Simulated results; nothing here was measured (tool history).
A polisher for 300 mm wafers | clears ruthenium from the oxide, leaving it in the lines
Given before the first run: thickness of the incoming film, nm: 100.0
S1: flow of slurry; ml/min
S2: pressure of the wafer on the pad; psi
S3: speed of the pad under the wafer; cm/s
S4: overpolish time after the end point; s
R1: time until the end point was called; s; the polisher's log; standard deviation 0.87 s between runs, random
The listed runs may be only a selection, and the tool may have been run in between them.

run,hour,S1,S2,S3,S4,R1
1,0.0,235,1.9,106,25,74.091
2,4.1,235,2.3,106,25,60.917
3,4.8,235,2.3,106,25,60.002
4,6.1,235,2.1,106,25,65.642
5,13.2,235,1.9,106,25,72.599
6,16.2,235,1.9,106,25,73.784

Forecast run 7:
7,16.7,235,1.8,106,25,?

{"run 7": {"R1": 77.466}}
